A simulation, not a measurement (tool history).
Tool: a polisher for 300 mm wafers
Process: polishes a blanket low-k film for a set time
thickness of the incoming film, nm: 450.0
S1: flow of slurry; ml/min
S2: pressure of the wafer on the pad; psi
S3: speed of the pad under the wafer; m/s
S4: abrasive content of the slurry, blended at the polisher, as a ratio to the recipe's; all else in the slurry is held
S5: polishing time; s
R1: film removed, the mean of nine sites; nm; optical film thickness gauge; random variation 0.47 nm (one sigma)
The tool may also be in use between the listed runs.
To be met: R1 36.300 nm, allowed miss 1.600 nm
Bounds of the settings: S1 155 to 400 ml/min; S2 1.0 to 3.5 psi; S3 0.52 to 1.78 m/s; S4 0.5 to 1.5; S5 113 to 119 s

Run 1, day 0.000: S1 255 ml/min, S2 2.2 psi, S3 1.14 m/s, S4 1.0, S5 113 s. Result: R1 48.791 nm.
Run 2, day 0.183: S1 255 ml/min, S2 2.0 psi, S3 1.14 m/s, S4 1.0, S5 113 s. Result: R1 45.022 nm.
Run 3, day 0.529: S1 255 ml/min, S2 2.0 psi, S3 1.14 m/s, S4 1.2, S5 113 s. Result: R1 48.766 nm.
Run 4, day 0.567: S1 255 ml/min, S2 2.0 psi, S3 0.90 m/s, S4 1.2, S5 113 s. Result: R1 41.494 nm.
Run 5, day 0.875: S1 255 ml/min, S2 2.0 psi, S3 1.02 m/s, S4 1.2, S5 113 s. Result: R1 45.961 nm.
At day 1.146: worn pad replaced by a new one.
Run 6, day 1.146: S1 255 ml/min, S2 1.8 psi, S3 1.02 m/s, S4 1.2, S5 113 s. Result: R1 46.214 nm.
Run 7, day 1.492: S1 255 ml/min, S2 1.8 psi, S3 0.92 m/s, S4 1.2, S5 113 s. Result: R1 43.103 nm.
Run 8, day 1.550: S1 255 ml/min, S2 1.7 psi, S3 0.86 m/s, S4 1.2, S5 113 s. Result: R1 38.678 nm.

Which of these 4 next moves meets every target?
Run A, day 1.608: S1 300 ml/min, S2 1.7 psi, S3 0.90 m/s, S4 1.1, S5 118 s. Result: R1 ?.
Run B, day 1.608: S1 180 ml/min, S2 1.9 psi, S3 0.88 m/s, S4 1.2, S5 113 s. Result: R1 ?.
Run C, day 1.608: S1 270 ml/min, S2 1.7 psi, S3 0.80 m/s, S4 1.2, S5 113 s. Result: R1 ?.
Run D, day 1.608: S1 250 ml/min, S2 1.9 psi, S3 0.82 m/s, S4 1.2, S5 113 s. Result: R1 ?.

move      R1
   A  40.544
   B  41.808
   C  36.604
   D  40.758
A: further off than the last run
B: further off than the last run
C: meets every target
D: further off than the last run
Answer: C

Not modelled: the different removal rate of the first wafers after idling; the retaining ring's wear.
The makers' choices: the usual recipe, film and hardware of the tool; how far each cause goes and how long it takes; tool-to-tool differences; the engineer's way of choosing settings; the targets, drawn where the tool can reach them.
